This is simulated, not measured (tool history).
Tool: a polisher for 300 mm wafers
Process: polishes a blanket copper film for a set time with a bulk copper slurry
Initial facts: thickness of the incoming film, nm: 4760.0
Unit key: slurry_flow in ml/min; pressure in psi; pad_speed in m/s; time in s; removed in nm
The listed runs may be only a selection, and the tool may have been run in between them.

run  hour  slurry_flow  pressure  pad_speed  slurry_solids  time  removed
  1     0          250       2.6       1.26              1   102   1052.4
  2   6.8          250       2.8       1.26              1   102   1130.4
  3  15.4          250       2.9       1.26              1   102   1149.1
  4  18.1          250         3       1.26              1   102   1205.8
  5  23.7          250       2.8       1.26              1   102     1116
  6  24.8          250       2.8       1.38              1   102   1222.9
  7  30.7          250       2.9       1.38              1   102   1262.2
  8  37.5          250         3       1.38              1   102   1320.8
  9  42.1          250       3.1       1.38              1   102   1344.4
 10  47.4          250       3.2       1.38              1   102     1383
 11  52.3          250       3.3       1.38              1   102   1470.4

Run 12 comes next. What will it give?
 12  55.5          255       3.4       1.38              1   102        ?

removed: 1485.4 nm
